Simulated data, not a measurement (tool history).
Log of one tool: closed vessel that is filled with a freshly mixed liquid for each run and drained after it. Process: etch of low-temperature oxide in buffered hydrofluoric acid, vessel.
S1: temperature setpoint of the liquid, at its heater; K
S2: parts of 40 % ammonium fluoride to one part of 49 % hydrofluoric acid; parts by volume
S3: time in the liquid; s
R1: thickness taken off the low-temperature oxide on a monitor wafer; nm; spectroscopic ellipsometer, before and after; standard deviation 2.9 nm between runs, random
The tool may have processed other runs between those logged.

{"run": 1, "hour": 0.0, "S1": 295.15, "S2": 9, "S3": 90, "R1": 171.26}
{"run": 2, "hour": 6.6, "S1": 297.65, "S2": 8, "S3": 90, "R1": 224.7}
{"run": 3, "hour": 15.4, "S1": 299.15, "S2": 7.5, "S3": 90, "R1": 262.35}
{"run": 4, "hour": 23.3, "S1": 300.15, "S2": 7, "S3": 90, "R1": 296.7}
{"run": 5, "hour": 25.1, "S1": 300.15, "S2": 7, "S3": 95, "R1": 314.98}
{"run": 6, "hour": 33.3, "S1": 300.15, "S2": 8, "S3": 95, "R1": 275.3}
{"run": 7, "hour": 34.8, "S1": 301.15, "S2": 7.5, "S3": 95, "R1": 304.86}
{"run": 8, "hour": 38.8, "S1": 301.65, "S2": 7, "S3": 95, "R1": 345.38}

Forecast run 9:
{"run": 9, "hour": 45.1, "S1": 302.15, "S2": 7, "S3": 95, "R1": "?"}

Run 9 yielded R1 349.53 nm.

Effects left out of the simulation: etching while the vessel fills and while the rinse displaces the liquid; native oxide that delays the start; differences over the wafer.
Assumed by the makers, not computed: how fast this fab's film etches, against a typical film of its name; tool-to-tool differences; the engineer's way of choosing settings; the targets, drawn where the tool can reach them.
